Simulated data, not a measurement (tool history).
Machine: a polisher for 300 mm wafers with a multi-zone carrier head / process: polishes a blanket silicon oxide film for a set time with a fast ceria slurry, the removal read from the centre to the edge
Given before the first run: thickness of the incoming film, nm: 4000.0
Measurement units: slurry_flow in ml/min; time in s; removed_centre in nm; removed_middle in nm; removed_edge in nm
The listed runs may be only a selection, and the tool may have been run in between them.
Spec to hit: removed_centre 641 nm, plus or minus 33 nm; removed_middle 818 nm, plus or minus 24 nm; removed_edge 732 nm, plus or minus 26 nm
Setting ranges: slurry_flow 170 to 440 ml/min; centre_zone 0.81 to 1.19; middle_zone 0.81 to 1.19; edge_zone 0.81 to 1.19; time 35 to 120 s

run	hour	slurry_flow	centre_zone	middle_zone	edge_zone	time	removed_centre	removed_middle	removed_edge
1	0	280	1	1	1	77	957.35	980.67	1003.5
2	6.9	280	1	1	1	86	1091.7	1122.1	1106.4
3	9.5	280	1	1	0.97	86	1071.6	1103.3	1085.9
4	10.7	340	1	1	0.97	86	1086.8	1142.1	1116.7
5	11.7	340	1	1	0.97	73	925.79	964.32	929.88
6	13.7	340	0.97	1	0.95	71	876.51	928.66	893.1
7	17.6	340	0.97	1	0.95	71	901.78	931.61	878.88
8	20.5	345	0.95	1.02	0.97	68	831.15	912.2	864.46
9	25.6	345	0.93	1.03	0.97	67	783.8	906.89	844.96
10	28.3	340	0.91	1.03	0.96	66	778.99	888.53	823.83
11	34.4	340	0.91	1.03	0.96	66	772.52	894.27	846.43
12	40.7	340	0.91	1.03	0.96	66	797.82	884.15	842.46
13	42.6	345	0.9	1.04	0.96	64	744.93	855.52	816.12

Which of these 5 next moves meets every target?
A	44.5	320	0.91	1.05	0.91	55	?	?	?
B	44.5	330	0.87	1.11	0.98	57	?	?	?
C	44.5	305	0.87	1.04	0.99	58	?	?	?
D	44.5	360	0.87	1.04	1	56	?	?	?
E	44.5	225	0.95	0.99	1.09	61	?	?	?

move	removed_centre	removed_middle	removed_edge
A	642.13	755.86	675.09
B	640.42	822.99	725.49
C	645.78	787.04	738.09
D	634.32	771.85	724.72
E	706.98	764.84	791.5
A: moves the result that the last run missed by most past its target, out the other side
B: all results land within tolerance of their targets
C: puts the biggest miss on target and leaves a different result outside tolerance
D: puts the biggest miss on target and leaves a different result outside tolerance
E: closes in on the targets versus the last run, not all within tolerance yet
Answer: B

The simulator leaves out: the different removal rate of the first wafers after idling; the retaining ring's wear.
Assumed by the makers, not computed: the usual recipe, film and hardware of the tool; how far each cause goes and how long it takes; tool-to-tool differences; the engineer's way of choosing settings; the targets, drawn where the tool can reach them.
